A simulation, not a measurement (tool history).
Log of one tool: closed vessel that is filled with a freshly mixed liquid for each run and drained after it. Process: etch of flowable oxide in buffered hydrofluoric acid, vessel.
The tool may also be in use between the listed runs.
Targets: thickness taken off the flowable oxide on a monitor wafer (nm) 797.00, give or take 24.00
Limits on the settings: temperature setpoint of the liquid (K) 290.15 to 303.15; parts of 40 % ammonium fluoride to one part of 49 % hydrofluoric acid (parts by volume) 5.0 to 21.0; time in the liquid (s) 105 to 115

| run | day | temperature setpoint of the liquid (K) | parts of 40 % ammonium fluoride to one part of 49 % hydrofluoric acid (parts by volume) | time in the liquid (s) | thickness taken off the flowable oxide on a monitor wafer (nm) |
|---|---|---|---|---|---|
| 1 | 0.000 | 295.15 | 13.0 | 105 | 309.88 |
| 2 | 0.258 | 295.15 | 16.5 | 105 | 244.56 |
| 3 | 0.412 | 295.15 | 16.5 | 105 | 244.62 |
| 4 | 0.771 | 296.65 | 16.5 | 105 | 266.74 |
| 5 | 1.038 | 298.15 | 14.0 | 105 | 342.03 |
| 6 | 1.217 | 299.65 | 14.0 | 105 | 370.59 |
| 7 | 1.550 | 300.65 | 12.0 | 105 | 450.72 |
| 8 | 1.696 | 301.15 | 10.5 | 105 | 527.52 |
| 9 | 1.788 | 301.65 | 9.5 | 105 | 584.53 |
| 10 | 1.842 | 302.15 | 9.0 | 105 | 621.43 |
| 11 | 1.967 | 303.15 | 6.0 | 105 | 981.12 |
| 12 | 2.038 | 303.15 | 6.0 | 105 | 987.73 |
| 13 | 2.112 | 302.15 | 6.0 | 105 | 937.72 |
| 14 | 2.308 | 301.15 | 6.0 | 105 | 887.76 |
| 15 | 2.675 | 300.65 | 6.0 | 105 | 860.21 |
| 16 | 2.962 | 300.15 | 6.0 | 105 | 840.75 |

Below are 4 possible settings for the next run. Only one of them brings all results inside the allowed miss of their targets. Which is it?
| A | 3.250 | 300.65 | 6.5 | 105 | ? |
| B | 3.250 | 302.65 | 7.0 | 110 | ? |
| C | 3.250 | 300.15 | 6.0 | 110 | ? |
| D | 3.250 | 298.65 | 6.0 | 115 | ? |

| move | thickness taken off the flowable oxide on a monitor wafer (nm) |
|---|---|
| A | 807.44 |
| B | 881.70 |
| C | 882.66 |
| D | 851.49 |
A: in spec on every target
B: its largest miss is bigger than the last run's
C: its largest miss is bigger than the last run's
D: its largest miss is bigger than the last run's
Go with A: it meets all targets.
